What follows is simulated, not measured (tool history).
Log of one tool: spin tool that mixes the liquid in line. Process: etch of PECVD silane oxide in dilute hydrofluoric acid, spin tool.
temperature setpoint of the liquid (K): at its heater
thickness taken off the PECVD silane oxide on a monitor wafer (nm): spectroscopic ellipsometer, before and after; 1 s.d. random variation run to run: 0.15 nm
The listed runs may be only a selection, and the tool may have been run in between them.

run  hour  temperature setpoint of the liquid (K)  parts of water to one part of 49 % hydrofluoric acid (parts by volume)  time under the liquid (s)  thickness taken off the PECVD silane oxide on a monitor wafer (nm)
  1   0.0                                  296.15                                                                     175                        195                                                              46.097
  2   6.3                                  294.15                                                                     205                        195                                                              35.246
  3   8.2                                  296.15                                                                     205                        195                                                              38.230
  4  14.7                                  299.15                                                                     205                        195                                                              42.502
  5  15.4                                  296.15                                                                     225                        195                                                              33.612
  6  21.4                                  296.15                                                                     225                        195                                                              33.863

Run 7 comes next. What will it give?
  7  27.6                                  294.15                                                                     240                        195                                                                   ?

Run 7 yielded thickness taken off the PECVD silane oxide on a monitor wafer (nm) 28.500.
